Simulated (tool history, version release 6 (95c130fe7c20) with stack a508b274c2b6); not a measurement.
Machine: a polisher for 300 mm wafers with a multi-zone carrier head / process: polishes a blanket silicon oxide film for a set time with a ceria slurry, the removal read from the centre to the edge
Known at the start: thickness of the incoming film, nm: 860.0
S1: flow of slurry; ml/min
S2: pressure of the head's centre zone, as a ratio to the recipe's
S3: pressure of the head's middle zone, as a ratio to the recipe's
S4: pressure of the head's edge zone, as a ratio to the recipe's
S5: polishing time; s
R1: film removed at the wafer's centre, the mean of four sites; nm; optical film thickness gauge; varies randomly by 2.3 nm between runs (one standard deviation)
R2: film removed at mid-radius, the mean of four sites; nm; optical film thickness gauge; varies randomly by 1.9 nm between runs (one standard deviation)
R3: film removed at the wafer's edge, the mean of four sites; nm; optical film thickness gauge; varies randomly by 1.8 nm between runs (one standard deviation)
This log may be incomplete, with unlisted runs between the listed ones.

{"run": 1, "hour": 0.0, "S1": 255, "S2": 1.0, "S3": 1.0, "S4": 1.0, "S5": 58, "R1": 289.54, "R2": 294.6, "R3": 290.95}
{"run": 2, "hour": 7.0, "S1": 250, "S2": 0.97, "S3": 0.98, "S4": 0.98, "S5": 54, "R1": 258.17, "R2": 265.68, "R3": 266.11}
{"run": 3, "hour": 7.5, "S1": 250, "S2": 0.97, "S3": 0.98, "S4": 1.04, "S5": 54, "R1": 256.14, "R2": 265.42, "R3": 281.09}
{"run": 4, "hour": 11.1, "S1": 250, "S2": 0.97, "S3": 0.98, "S4": 1.13, "S5": 54, "R1": 256.54, "R2": 267.6, "R3": 282.89}
{"run": 5, "hour": 11.9, "S1": 250, "S2": 0.97, "S3": 1.05, "S4": 1.13, "S5": 54, "R1": 261.41, "R2": 285.22, "R3": 290.79}
{"run": 6, "hour": 20.7, "S1": 250, "S2": 0.96, "S3": 1.03, "S4": 1.09, "S5": 51, "R1": 235.81, "R2": 264.28, "R3": 264.98}
{"run": 7, "hour": 24.5, "S1": 250, "S2": 0.96, "S3": 1.01, "S4": 1.06, "S5": 49, "R1": 228.48, "R2": 250.38, "R3": 251.24}
{"run": 8, "hour": 30.6, "S1": 225, "S2": 0.86, "S3": 0.91, "S4": 0.96, "S5": 41, "R1": 172.06, "R2": 189.32, "R3": 197.19}
{"run": 9, "hour": 32.7, "S1": 235, "S2": 0.87, "S3": 0.91, "S4": 0.96, "S5": 41, "R1": 171.5, "R2": 190.41, "R3": 197.26}
{"run": 10, "hour": 41.3, "S1": 240, "S2": 0.88, "S3": 0.91, "S4": 0.96, "S5": 41, "R1": 175.37, "R2": 191.09, "R3": 199.01}

Expected results for the next run?
{"run": 11, "hour": 43.9, "S1": 245, "S2": 0.89, "S3": 0.91, "S4": 0.96, "S5": 41, "R1": "?", "R2": "?", "R3": "?"}

{"run 11": {"R1": 183.54, "R2": 188.73, "R3": 201.76}}

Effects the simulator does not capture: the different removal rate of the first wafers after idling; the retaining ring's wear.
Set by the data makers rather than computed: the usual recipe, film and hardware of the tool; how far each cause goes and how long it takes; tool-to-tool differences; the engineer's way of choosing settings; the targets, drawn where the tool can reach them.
